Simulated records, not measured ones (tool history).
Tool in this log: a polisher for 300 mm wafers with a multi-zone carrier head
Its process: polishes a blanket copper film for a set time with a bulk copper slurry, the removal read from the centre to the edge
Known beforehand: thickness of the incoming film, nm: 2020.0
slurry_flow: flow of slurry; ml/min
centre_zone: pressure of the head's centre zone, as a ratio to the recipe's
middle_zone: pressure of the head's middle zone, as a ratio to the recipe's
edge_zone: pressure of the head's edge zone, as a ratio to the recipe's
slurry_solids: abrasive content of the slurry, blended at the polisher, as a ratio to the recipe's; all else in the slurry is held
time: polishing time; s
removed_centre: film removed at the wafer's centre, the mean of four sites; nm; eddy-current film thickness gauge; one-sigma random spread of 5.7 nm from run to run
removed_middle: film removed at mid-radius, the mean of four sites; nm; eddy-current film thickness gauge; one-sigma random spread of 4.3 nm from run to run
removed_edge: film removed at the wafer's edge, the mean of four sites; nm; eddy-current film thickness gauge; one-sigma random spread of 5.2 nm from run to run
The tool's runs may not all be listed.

run  hour  slurry_flow  centre_zone  middle_zone  edge_zone  slurry_solids  time  removed_centre  removed_middle  removed_edge
  1     0          280            1            1          1              1    67          503.71          516.52        505.61
  2   3.5          280            1            1          1            0.9    67          472.44          495.84        499.95
  3   6.7          280         1.01         1.01       0.97           0.85    65          455.18          480.43        458.21
  4    11          280         0.94         1.01       0.97           0.85    65          438.52          474.73        461.53
  5  18.1          280         0.94         1.01       0.95            0.8    65          423.09          471.85        455.94
  6  21.2          280         0.87         1.01       0.95            0.8    65          392.92          467.37        443.22
  7  21.8          280         0.89         1.01       0.93            0.8    64          393.96           463.5        424.22
  8  26.8          280          0.9            1       0.92            0.8    64          404.27          458.57        438.84
  9    31          280         0.92         1.01       0.91           0.75    63          394.03          445.66        429.42
 10  34.6          285         0.94         1.02        0.9           0.75    62          390.57          444.94        414.52

Run 11, settings as shown, results not yet in. Your forecast:
 11  40.2          285         0.95         1.02       0.89           0.75    62               ?               ?             ?

removed_centre: 404.37 nm
removed_middle: 445.54 nm
removed_edge: 409.26 nm
